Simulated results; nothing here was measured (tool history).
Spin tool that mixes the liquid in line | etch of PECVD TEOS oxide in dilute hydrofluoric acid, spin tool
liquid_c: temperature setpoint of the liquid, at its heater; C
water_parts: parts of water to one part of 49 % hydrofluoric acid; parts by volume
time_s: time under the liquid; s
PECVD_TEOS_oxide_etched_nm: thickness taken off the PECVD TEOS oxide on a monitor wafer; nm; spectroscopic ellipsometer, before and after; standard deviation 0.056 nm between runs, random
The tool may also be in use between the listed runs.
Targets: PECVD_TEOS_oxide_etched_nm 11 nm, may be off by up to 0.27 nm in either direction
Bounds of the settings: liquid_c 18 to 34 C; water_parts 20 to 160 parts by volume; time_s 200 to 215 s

{"run": 1, "day": 0.0, "liquid_c": 26, "water_parts": 90, "time_s": 200, "PECVD_TEOS_oxide_etched_nm": 24.883}
{"run": 2, "day": 0.104, "liquid_c": 24, "water_parts": 100, "time_s": 200, "PECVD_TEOS_oxide_etched_nm": 20.418}
{"run": 3, "day": 0.129, "liquid_c": 22.5, "water_parts": 110, "time_s": 200, "PECVD_TEOS_oxide_etched_nm": 17.246}
{"run": 4, "day": 0.162, "liquid_c": 22.5, "water_parts": 85, "time_s": 200, "PECVD_TEOS_oxide_etched_nm": 23.012}
{"run": 5, "day": 0.438, "liquid_c": 22.5, "water_parts": 100, "time_s": 200, "PECVD_TEOS_oxide_etched_nm": 19.145}
{"run": 6, "day": 0.804, "liquid_c": 21.5, "water_parts": 110, "time_s": 200, "PECVD_TEOS_oxide_etched_nm": 16.55}
{"run": 7, "day": 0.988, "liquid_c": 20.5, "water_parts": 115, "time_s": 200, "PECVD_TEOS_oxide_etched_nm": 15.192}
{"run": 8, "day": 1.229, "liquid_c": 20, "water_parts": 120, "time_s": 200, "PECVD_TEOS_oxide_etched_nm": 14.095}
{"run": 9, "day": 1.479, "liquid_c": 19.5, "water_parts": 125, "time_s": 200, "PECVD_TEOS_oxide_etched_nm": 13.136}
{"run": 10, "day": 1.696, "liquid_c": 19, "water_parts": 130, "time_s": 200, "PECVD_TEOS_oxide_etched_nm": 12.392}
{"run": 11, "day": 1.929, "liquid_c": 18.5, "water_parts": 130, "time_s": 200, "PECVD_TEOS_oxide_etched_nm": 12.099}
{"run": 12, "day": 2.108, "liquid_c": 18, "water_parts": 135, "time_s": 200, "PECVD_TEOS_oxide_etched_nm": 11.452}

Pick the move, out of 5, that brings all results within their allowed miss; only one does.
{"run": "A", "day": 2.288, "liquid_c": 18, "water_parts": 155, "time_s": 215, "PECVD_TEOS_oxide_etched_nm": "?"}
{"run": "B", "day": 2.288, "liquid_c": 18, "water_parts": 150, "time_s": 200, "PECVD_TEOS_oxide_etched_nm": "?"}
{"run": "C", "day": 2.288, "liquid_c": 18, "water_parts": 160, "time_s": 215, "PECVD_TEOS_oxide_etched_nm": "?"}
{"run": "D", "day": 2.288, "liquid_c": 21, "water_parts": 155, "time_s": 200, "PECVD_TEOS_oxide_etched_nm": "?"}
{"run": "E", "day": 2.288, "liquid_c": 18, "water_parts": 145, "time_s": 200, "PECVD_TEOS_oxide_etched_nm": "?"}

move=A PECVD_TEOS_oxide_etched_nm=10.47
move=B PECVD_TEOS_oxide_etched_nm=10.115
move=C PECVD_TEOS_oxide_etched_nm=10.094
move=D PECVD_TEOS_oxide_etched_nm=10.978
move=E PECVD_TEOS_oxide_etched_nm=10.516
A: moves the result that the last run missed by most past its target, out the other side
B: moves the result that the last run missed by most past its target, out the other side
C: moves the result that the last run missed by most past its target, out the other side
D: hits every target within its allowed miss
E: moves the result that the last run missed by most past its target, out the other side
So the answer is move D, the one that meets all the targets.

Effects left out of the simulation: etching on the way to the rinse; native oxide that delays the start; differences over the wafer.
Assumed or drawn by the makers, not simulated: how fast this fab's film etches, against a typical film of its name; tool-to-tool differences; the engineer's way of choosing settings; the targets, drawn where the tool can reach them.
